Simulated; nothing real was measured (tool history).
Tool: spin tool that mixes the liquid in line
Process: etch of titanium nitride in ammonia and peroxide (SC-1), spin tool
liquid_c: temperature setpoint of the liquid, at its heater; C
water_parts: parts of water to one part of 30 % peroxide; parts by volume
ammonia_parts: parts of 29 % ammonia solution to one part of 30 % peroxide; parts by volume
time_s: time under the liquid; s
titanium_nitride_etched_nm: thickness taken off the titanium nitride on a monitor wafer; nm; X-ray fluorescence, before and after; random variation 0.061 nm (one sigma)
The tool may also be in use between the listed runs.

Run 1, hour 0: liquid_c 52 C, water_parts 22 parts by volume, ammonia_parts 0.45 parts by volume, time_s 315 s. Result: titanium_nitride_etched_nm 9.132 nm.
Run 2, hour 6.2: liquid_c 47.5 C, water_parts 22 parts by volume, ammonia_parts 0.45 parts by volume, time_s 315 s. Result: titanium_nitride_etched_nm 6.6551 nm.
Run 3, hour 10.6: liquid_c 47.5 C, water_parts 22 parts by volume, ammonia_parts 0.45 parts by volume, time_s 335 s. Result: titanium_nitride_etched_nm 7.0537 nm.
Run 4, hour 17.8: liquid_c 49 C, water_parts 22 parts by volume, ammonia_parts 0.45 parts by volume, time_s 335 s. Result: titanium_nitride_etched_nm 7.8783 nm.
Run 5, hour 19.9: liquid_c 50.5 C, water_parts 22 parts by volume, ammonia_parts 0.45 parts by volume, time_s 335 s. Result: titanium_nitride_etched_nm 8.8061 nm.
Run 6, hour 28.3: liquid_c 50.5 C, water_parts 22 parts by volume, ammonia_parts 0.45 parts by volume, time_s 315 s. Result: titanium_nitride_etched_nm 8.214 nm.

The next listed run, before its measurement:
Run 7, hour 32.1: liquid_c 52 C, water_parts 22 parts by volume, ammonia_parts 0.45 parts by volume, time_s 315 s. Result: titanium_nitride_etched_nm ?.

{"run 7": {"titanium_nitride_etched_nm": 9.1085}}

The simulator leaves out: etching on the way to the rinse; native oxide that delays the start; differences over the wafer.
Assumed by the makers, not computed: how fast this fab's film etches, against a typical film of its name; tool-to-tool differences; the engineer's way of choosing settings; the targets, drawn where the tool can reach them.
